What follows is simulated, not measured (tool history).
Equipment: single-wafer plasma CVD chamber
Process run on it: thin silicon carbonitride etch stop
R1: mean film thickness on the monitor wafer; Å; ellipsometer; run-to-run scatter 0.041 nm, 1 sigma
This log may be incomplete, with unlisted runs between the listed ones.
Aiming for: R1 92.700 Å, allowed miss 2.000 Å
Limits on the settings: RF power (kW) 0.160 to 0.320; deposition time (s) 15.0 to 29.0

{"run": 1, "day": 0.0, "RF power (kW)": 0.24, "deposition time (s)": 22.0, "R1": 123.66}
{"run": 2, "day": 0.067, "RF power (kW)": 0.225, "deposition time (s)": 22.0, "R1": 120.42}
{"run": 3, "day": 0.304, "RF power (kW)": 0.255, "deposition time (s)": 22.0, "R1": 124.15}
{"run": 4, "day": 0.421, "RF power (kW)": 0.245, "deposition time (s)": 20.9, "R1": 117.98}
{"run": 5, "day": 0.762, "RF power (kW)": 0.265, "deposition time (s)": 20.9, "R1": 120.32}
{"run": 6, "day": 0.921, "RF power (kW)": 0.24, "deposition time (s)": 20.9, "R1": 115.68}
{"run": 7, "day": 1.233, "RF power (kW)": 0.23, "deposition time (s)": 20.3, "R1": 112.03}
{"run": 8, "day": 1.517, "RF power (kW)": 0.22, "deposition time (s)": 19.7, "R1": 108.46}

Consider the 5 candidate settings below. Which is the only one whose results all fall within their allowed miss of target?
{"run": "A", "day": 1.8, "RF power (kW)": 0.2, "deposition time (s)": 18.2, "R1": "?"}
{"run": "B", "day": 1.8, "RF power (kW)": 0.185, "deposition time (s)": 17.7, "R1": "?"}
{"run": "C", "day": 1.8, "RF power (kW)": 0.21, "deposition time (s)": 18.3, "R1": "?"}
{"run": "D", "day": 1.8, "RF power (kW)": 0.245, "deposition time (s)": 17.3, "R1": "?"}
{"run": "E", "day": 1.8, "RF power (kW)": 0.205, "deposition time (s)": 15.7, "R1": "?"}

move=A R1=97.381
move=B R1=93.090
move=C R1=98.994
move=D R1=96.961
move=E R1=84.470
A: moves toward the targets from the last run without getting all of them in spec
B: every result lands within tolerance
C: moves toward the targets from the last run without getting all of them in spec
D: moves toward the targets from the last run without getting all of them in spec
E: carries the result that was furthest off beyond its target, to the other side
Correct choice: B, which meets every target
